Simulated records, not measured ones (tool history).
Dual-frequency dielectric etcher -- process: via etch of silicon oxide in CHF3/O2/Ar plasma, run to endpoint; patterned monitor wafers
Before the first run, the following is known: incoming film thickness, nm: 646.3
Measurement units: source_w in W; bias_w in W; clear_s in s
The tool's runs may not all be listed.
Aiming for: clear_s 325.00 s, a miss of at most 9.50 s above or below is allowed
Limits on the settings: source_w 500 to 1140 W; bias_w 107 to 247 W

{"run": 1, "hour": 0.0, "source_w": 820, "bias_w": 177, "clear_s": 286.45}
{"run": 2, "hour": 4.2, "source_w": 820, "bias_w": 208, "clear_s": 267.67}
{"run": 3, "hour": 10.0, "source_w": 820, "bias_w": 231, "clear_s": 265.9}
{"run": 4, "hour": 18.7, "source_w": 720, "bias_w": 217, "clear_s": 283.88}
{"run": 5, "hour": 21.4, "source_w": 790, "bias_w": 217, "clear_s": 271.09}
{"run": 6, "hour": 28.2, "source_w": 710, "bias_w": 208, "clear_s": 286.61}
{"run": 7, "hour": 34.3, "source_w": 650, "bias_w": 201, "clear_s": 300.77}
{"run": 8, "hour": 35.6, "source_w": 520, "bias_w": 190, "clear_s": 345.11}

Consider the 5 candidate settings below. Which is the only one whose results all fall within their allowed miss of target?
{"run": "A", "hour": 36.9, "source_w": 690, "bias_w": 190, "clear_s": "?"}
{"run": "B", "hour": 36.9, "source_w": 590, "bias_w": 192, "clear_s": "?"}
{"run": "C", "hour": 36.9, "source_w": 650, "bias_w": 207, "clear_s": "?"}
{"run": "D", "hour": 36.9, "source_w": 660, "bias_w": 204, "clear_s": "?"}
{"run": "E", "hour": 36.9, "source_w": 630, "bias_w": 203, "clear_s": "?"}

move=A clear_s=297.59
move=B clear_s=319.41
move=C clear_s=298.36
move=D clear_s=297.53
move=E clear_s=304.54
A: moves the result that the last run missed by most past its target, out the other side
B: every result within its allowed miss
C: moves the result that the last run missed by most past its target, out the other side
D: moves the result that the last run missed by most past its target, out the other side
E: moves the result that the last run missed by most past its target, out the other side
B is the move that brings every result within its allowed miss.

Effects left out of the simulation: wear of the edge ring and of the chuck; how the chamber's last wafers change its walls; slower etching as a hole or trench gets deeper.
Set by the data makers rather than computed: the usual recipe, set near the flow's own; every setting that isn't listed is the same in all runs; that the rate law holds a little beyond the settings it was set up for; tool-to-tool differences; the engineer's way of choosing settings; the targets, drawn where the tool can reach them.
